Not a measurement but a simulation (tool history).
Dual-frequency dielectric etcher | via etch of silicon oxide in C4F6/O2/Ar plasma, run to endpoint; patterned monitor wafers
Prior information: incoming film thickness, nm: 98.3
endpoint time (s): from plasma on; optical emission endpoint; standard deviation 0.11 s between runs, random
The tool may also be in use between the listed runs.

{"run": 1, "hour": 0.0, "bias power (W)": 626, "source power (W)": 360, "Ar flow (sccm)": 286, "endpoint time (s)": 20.335}
{"run": 2, "hour": 3.0, "bias power (W)": 574, "source power (W)": 350, "Ar flow (sccm)": 288, "endpoint time (s)": 21.805}
{"run": 3, "hour": 5.7, "bias power (W)": 547, "source power (W)": 350, "Ar flow (sccm)": 288, "endpoint time (s)": 22.268}
{"run": 4, "hour": 11.4, "bias power (W)": 524, "source power (W)": 350, "Ar flow (sccm)": 288, "endpoint time (s)": 22.693}
{"run": 5, "hour": 17.7, "bias power (W)": 505, "source power (W)": 350, "Ar flow (sccm)": 288, "endpoint time (s)": 23.098}
{"run": 6, "hour": 22.7, "bias power (W)": 505, "source power (W)": 350, "Ar flow (sccm)": 312, "endpoint time (s)": 23.448}
{"run": 7, "hour": 27.1, "bias power (W)": 494, "source power (W)": 350, "Ar flow (sccm)": 312, "endpoint time (s)": 23.882}
{"run": 8, "hour": 34.7, "bias power (W)": 488, "source power (W)": 350, "Ar flow (sccm)": 312, "endpoint time (s)": 23.744}

What does the tool deliver on the next run?
{"run": 9, "hour": 36.7, "bias power (W)": 480, "source power (W)": 350, "Ar flow (sccm)": 312, "endpoint time (s)": "?"}

Logged for run 9: endpoint time (s) 24.034.
